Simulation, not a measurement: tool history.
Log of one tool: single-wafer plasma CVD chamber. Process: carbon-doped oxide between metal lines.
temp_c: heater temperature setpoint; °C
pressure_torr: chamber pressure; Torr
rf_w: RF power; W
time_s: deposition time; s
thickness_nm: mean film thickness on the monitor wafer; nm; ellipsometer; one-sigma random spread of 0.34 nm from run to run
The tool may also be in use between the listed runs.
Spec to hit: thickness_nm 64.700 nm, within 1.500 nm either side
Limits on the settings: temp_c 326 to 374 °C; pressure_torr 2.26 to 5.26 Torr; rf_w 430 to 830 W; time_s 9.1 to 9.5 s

run    day  temp_c  pressure_torr  rf_w  time_s  thickness_nm
  1  0.000     350           3.76   630     9.5        59.350
  2  0.046     350           3.76   595     9.5        56.857
  3  0.379     360           3.76   595     9.5        55.447
  4  0.583     360           3.76   595     9.1        52.745
  5  0.812     366           3.76   595     9.1        52.781
  6  0.879     365           3.91   635     9.1        54.535
  7  0.938     362           3.98   670     9.1        58.388
  8  1.246     359           4.15   680     9.1        58.873
  9  1.271     357           4.17   695     9.1        60.094
 10  1.454     355           4.19   710     9.1        61.212
 11  1.488     355           4.19   710     9.1        60.803

Below are 5 possible settings for the next run. Only one of them brings all results inside the allowed miss of their targets. Which is it?
  A  1.521     357           3.73   730     9.5             ?
  B  1.521     365           4.56   600     9.5             ?
  C  1.521     355           4.38   675     9.1             ?
  D  1.521     356           4.89   635     9.1             ?
  E  1.521     356           4.19   665     9.5             ?

move  thickness_nm
   A        63.951
   B        56.006
   C        59.381
   D        57.503
   E        60.892
A: every result lands within tolerance
B: lands further from the targets than the last run did
C: lands further from the targets than the last run did
D: lands further from the targets than the last run did
E: roughly where the last run was
The move that meets every target is A.
